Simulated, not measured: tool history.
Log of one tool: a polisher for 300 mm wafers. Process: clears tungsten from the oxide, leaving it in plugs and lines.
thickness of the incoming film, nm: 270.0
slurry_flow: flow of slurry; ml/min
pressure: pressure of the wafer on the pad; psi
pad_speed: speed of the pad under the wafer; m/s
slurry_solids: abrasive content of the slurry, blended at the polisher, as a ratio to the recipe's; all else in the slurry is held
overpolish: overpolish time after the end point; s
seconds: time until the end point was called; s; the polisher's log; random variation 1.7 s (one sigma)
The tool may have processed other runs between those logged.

run  hour  slurry_flow  pressure  pad_speed  slurry_solids  overpolish  seconds
  1     0          190       2.6          1              1           8   84.137
  2   4.5          190       2.6          1              1           8   84.224
  3  11.2          190       2.6       1.14              1           8   73.926
  4  12.3          190       2.6       1.14              1           6   73.846
  5  16.7          190       2.6       1.14           0.85           6   77.892
  6  22.4          190       2.6       1.36           0.85           6   64.787
  7  27.8          190       2.2       1.34           0.85           6   78.821
  8  28.3          190       1.9       1.32           0.85           6   93.039

What does the tool deliver on the next run?
  9  34.1          190       1.8       1.32           0.85           6        ?

Run 9 came out at seconds 96.39 s.
